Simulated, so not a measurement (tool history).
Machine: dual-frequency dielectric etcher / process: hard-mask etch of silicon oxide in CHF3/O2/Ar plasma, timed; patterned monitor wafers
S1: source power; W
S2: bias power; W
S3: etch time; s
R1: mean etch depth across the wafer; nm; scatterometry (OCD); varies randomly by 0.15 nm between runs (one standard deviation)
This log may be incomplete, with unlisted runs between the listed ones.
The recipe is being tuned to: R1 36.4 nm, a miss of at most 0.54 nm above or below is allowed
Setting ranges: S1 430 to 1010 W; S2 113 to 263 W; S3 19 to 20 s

run 1 hour=0 | S1=720 S2=188 S3=19 | R1=42.671
run 2 hour=2.7 | S1=720 S2=188 S3=20 | R1=44.79
run 3 hour=8.6 | S1=660 S2=180 S3=20 | R1=42.856
run 4 hour=15.2 | S1=610 S2=176 S3=20 | R1=41.329
run 5 hour=21.8 | S1=560 S2=176 S3=20 | R1=40.048
run 6 hour=24.5 | S1=560 S2=208 S3=20 | R1=41.756
run 7 hour=33.5 | S1=530 S2=200 S3=20 | R1=40.345
run 8 hour=41.3 | S1=510 S2=195 S3=20 | R1=39.547
run 9 hour=48.4 | S1=430 S2=169 S3=20 | R1=35.682

Which one of the following 5 next-run settings gets every result inside its allowed miss? There is exactly one.
run A hour=55.5 | S1=440 S2=163 S3=19.5 | R1=?
run B hour=55.5 | S1=480 S2=173 S3=19.5 | R1=?
run C hour=55.5 | S1=440 S2=166 S3=19.5 | R1=?
run D hour=55.5 | S1=440 S2=170 S3=19.5 | R1=?
run E hour=55.5 | S1=430 S2=173 S3=19.5 | R1=?

move=A R1=34.681
move=B R1=36.395
move=C R1=34.831
move=D R1=35.031
move=E R1=34.866
A: further off than the last run
B: every result within its allowed miss
C: further off than the last run
D: further off than the last run
E: further off than the last run
Correct choice: B, which meets every target

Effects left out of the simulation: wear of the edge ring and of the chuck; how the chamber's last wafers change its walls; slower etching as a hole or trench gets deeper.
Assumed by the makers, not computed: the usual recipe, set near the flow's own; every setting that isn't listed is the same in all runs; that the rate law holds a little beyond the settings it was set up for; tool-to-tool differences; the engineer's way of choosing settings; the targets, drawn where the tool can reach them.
